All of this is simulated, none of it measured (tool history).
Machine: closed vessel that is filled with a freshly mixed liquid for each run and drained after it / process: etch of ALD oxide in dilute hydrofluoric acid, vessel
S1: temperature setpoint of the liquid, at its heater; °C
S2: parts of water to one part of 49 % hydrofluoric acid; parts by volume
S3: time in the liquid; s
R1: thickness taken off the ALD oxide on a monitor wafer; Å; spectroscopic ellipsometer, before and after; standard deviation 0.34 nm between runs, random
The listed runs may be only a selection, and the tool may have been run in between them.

run	hour	S1	S2	S3	R1
1	0	23	165	115	185.01
2	4.2	24.5	150	115	217.9
3	9.4	25.5	140	115	243.83
4	13.4	25.5	175	115	186.96
5	20.8	26.5	160	115	217.93
6	24.8	26.5	160	120	230.67

The next listed run, before its measurement:
7	30.6	30.5	100	120	?

R1: 460.72 Å

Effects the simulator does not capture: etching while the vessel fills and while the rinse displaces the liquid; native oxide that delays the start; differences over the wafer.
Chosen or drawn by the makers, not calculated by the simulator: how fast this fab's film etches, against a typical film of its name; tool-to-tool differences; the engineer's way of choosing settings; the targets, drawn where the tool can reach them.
